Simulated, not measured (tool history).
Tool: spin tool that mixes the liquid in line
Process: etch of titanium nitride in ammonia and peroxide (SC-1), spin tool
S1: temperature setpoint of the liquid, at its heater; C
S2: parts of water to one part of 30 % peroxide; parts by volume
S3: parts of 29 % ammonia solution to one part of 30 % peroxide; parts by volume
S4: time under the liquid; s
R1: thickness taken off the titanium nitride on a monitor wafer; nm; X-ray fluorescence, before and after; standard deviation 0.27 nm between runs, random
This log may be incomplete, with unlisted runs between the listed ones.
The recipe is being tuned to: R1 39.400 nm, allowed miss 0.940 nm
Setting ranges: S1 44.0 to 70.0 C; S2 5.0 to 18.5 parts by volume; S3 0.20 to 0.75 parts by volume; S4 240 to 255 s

{"run": 1, "day": 0.0, "S1": 60.0, "S2": 10.5, "S3": 0.45, "S4": 240, "R1": 49.555}
{"run": 2, "day": 0.129, "S1": 60.0, "S2": 10.5, "S3": 0.45, "S4": 240, "R1": 50.362}
{"run": 3, "day": 0.179, "S1": 60.0, "S2": 9.0, "S3": 0.45, "S4": 240, "R1": 54.558}
{"run": 4, "day": 0.229, "S1": 60.0, "S2": 9.0, "S3": 0.6, "S4": 240, "R1": 57.05}
{"run": 5, "day": 0.504, "S1": 60.0, "S2": 9.0, "S3": 0.7, "S4": 240, "R1": 59.274}
{"run": 6, "day": 0.8, "S1": 60.0, "S2": 9.0, "S3": 0.7, "S4": 240, "R1": 58.62}
{"run": 7, "day": 0.921, "S1": 60.0, "S2": 9.0, "S3": 0.7, "S4": 240, "R1": 57.888}
{"run": 8, "day": 1.071, "S1": 58.5, "S2": 9.0, "S3": 0.7, "S4": 240, "R1": 52.951}
{"run": 9, "day": 1.175, "S1": 53.0, "S2": 9.0, "S3": 0.7, "S4": 240, "R1": 36.846}
{"run": 10, "day": 1.221, "S1": 53.5, "S2": 9.0, "S3": 0.7, "S4": 240, "R1": 37.654}

Of the 5 settings listed for the next run, only one would bring every result within its allowed miss of target. Which one?
{"run": "A", "day": 1.267, "S1": 53.5, "S2": 9.0, "S3": 0.6, "S4": 255, "R1": "?"}
{"run": "B", "day": 1.267, "S1": 53.0, "S2": 9.5, "S3": 0.7, "S4": 250, "R1": "?"}
{"run": "C", "day": 1.267, "S1": 52.0, "S2": 9.0, "S3": 0.7, "S4": 255, "R1": "?"}
{"run": "D", "day": 1.267, "S1": 53.0, "S2": 9.0, "S3": 0.7, "S4": 240, "R1": "?"}
{"run": "E", "day": 1.267, "S1": 55.0, "S2": 11.0, "S3": 0.7, "S4": 240, "R1": "?"}

move=A R1=38.914
move=B R1=36.789
move=C R1=36.010
move=D R1=36.299
move=E R1=37.523
A: every result within its allowed miss
B: misses by more than the last run did
C: misses by more than the last run did
D: misses by more than the last run did
E: misses by more than the last run did
The move that meets every target is A.
